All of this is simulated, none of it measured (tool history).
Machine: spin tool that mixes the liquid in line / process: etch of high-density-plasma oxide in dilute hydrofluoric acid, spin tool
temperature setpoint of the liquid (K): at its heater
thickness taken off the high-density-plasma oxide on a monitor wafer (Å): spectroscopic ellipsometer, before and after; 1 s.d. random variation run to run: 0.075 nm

run	hour	temperature setpoint of the liquid (K)	parts of water to one part of 49 % hydrofluoric acid (parts by volume)	time under the liquid (s)	thickness taken off the high-density-plasma oxide on a monitor wafer (Å)
1	0.0	295.15	125	225	97.528
2	5.7	295.15	125	245	106.530
3	9.6	296.65	115	245	124.190
4	15.3	293.65	115	245	110.390
5	19.2	293.65	140	245	87.565
6	22.9	296.65	140	245	99.421
7	29.9	298.15	130	245	114.680
8	34.8	299.15	120	245	131.410
9	39.5	300.15	115	245	142.000

Run 10 comes next. What will it give?
10	47.4	300.65	110	245	?

{"run 10": {"thickness taken off the high-density-plasma oxide on a monitor wafer (Å)": 153.0}}
